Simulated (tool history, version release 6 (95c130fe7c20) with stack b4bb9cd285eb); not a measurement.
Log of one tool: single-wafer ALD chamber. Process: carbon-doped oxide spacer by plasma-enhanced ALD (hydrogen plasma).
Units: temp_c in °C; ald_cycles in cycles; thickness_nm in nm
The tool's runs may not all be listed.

run,day,temp_c,ald_cycles,thickness_nm
1,0.000,405,527,24.754
2,0.192,403,532,25.159
3,0.529,403,492,23.281
4,0.696,403,454,21.440
5,0.954,401,471,22.519
6,1.125,408,471,21.881
7,1.504,405,484,22.703

Run 8 comes next. What will it give?
8,1.679,402,495,?

Run 8 gave thickness_nm 23.367 nm.
